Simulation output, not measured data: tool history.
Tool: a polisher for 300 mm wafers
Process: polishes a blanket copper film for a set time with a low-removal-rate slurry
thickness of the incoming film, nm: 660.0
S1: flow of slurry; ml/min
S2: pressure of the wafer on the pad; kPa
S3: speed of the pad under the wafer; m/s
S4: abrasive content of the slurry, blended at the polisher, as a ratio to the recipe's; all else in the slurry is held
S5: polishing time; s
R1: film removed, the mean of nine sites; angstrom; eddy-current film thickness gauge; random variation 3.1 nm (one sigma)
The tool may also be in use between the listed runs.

run,day,S1,S2,S3,S4,S5,R1
1,0,195,18.6,1.4,1,83,2792.1
2,0.283,195,18.6,1.4,1,87,3056.8
3,0.546,195,18.6,1.4,1,87,2917
4,0.85,195,17.9,1.4,1,87,2801.2
5,0.9,195,17.2,1.4,1,87,2745.9
6,1.258,195,16.5,1.4,1,87,2644.2
7,1.288,195,15.9,1.4,1,87,2514.7

Run 8 comes next. What will it give?
8,1.604,195,15.2,1.4,1,87,?

{"run 8": {"R1": 2432}}

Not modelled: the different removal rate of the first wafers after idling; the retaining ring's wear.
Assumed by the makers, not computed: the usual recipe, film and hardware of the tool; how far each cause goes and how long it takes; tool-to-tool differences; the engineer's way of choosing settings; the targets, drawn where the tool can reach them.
